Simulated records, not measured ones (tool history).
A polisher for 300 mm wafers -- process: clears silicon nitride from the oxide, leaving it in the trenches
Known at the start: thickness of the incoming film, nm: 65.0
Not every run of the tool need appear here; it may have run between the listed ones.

run	hour	flow of slurry (ml/min)	pressure of the wafer on the pad (psi)	speed of the pad under the wafer (cm/s)	overpolish time after the end point (s)	time until the end point was called (s)
1	0.0	315	1.8	92	8	121.45
2	3.2	315	2.0	94	8	105.55
3	8.2	255	2.0	94	8	111.52
4	13.9	255	2.0	78	8	132.17
5	21.5	255	2.0	78	8	130.09
6	30.3	255	2.0	86	8	118.42
7	34.1	255	2.1	88	8	111.20

The next listed run, before its measurement:
8	36.0	255	2.2	88	8	?

time until the end point was called (s): 106.39
